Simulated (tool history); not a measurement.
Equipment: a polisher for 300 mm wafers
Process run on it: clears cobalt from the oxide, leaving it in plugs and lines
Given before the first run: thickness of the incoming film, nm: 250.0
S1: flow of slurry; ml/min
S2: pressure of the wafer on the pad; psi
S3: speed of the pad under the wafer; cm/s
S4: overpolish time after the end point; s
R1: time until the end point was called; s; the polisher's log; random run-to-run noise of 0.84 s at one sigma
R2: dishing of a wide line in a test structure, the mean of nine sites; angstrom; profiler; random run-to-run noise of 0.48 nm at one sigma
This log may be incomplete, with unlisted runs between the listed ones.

run  hour   S1   S2   S3  S4      R1      R2
  1   0.0  240  1.2   90  16  98.309  299.25
  2   1.8  240  1.2   90  15  99.558  288.53
  3   7.2  240  1.2   90  14  98.706  271.04
  4  12.3  240  1.2  104  14  85.860  297.99
  5  21.3  245  1.3  104  12  78.785  284.73
  6  24.5  185  1.3  104  12  83.724  273.93
  7  25.8  190  1.3  104  12  82.327  280.39

Forecast run 8:
  8  30.8  225  1.4  104  10   ?   ?

{"run 8": {"R1": 74.589, "R2": 259.82}}

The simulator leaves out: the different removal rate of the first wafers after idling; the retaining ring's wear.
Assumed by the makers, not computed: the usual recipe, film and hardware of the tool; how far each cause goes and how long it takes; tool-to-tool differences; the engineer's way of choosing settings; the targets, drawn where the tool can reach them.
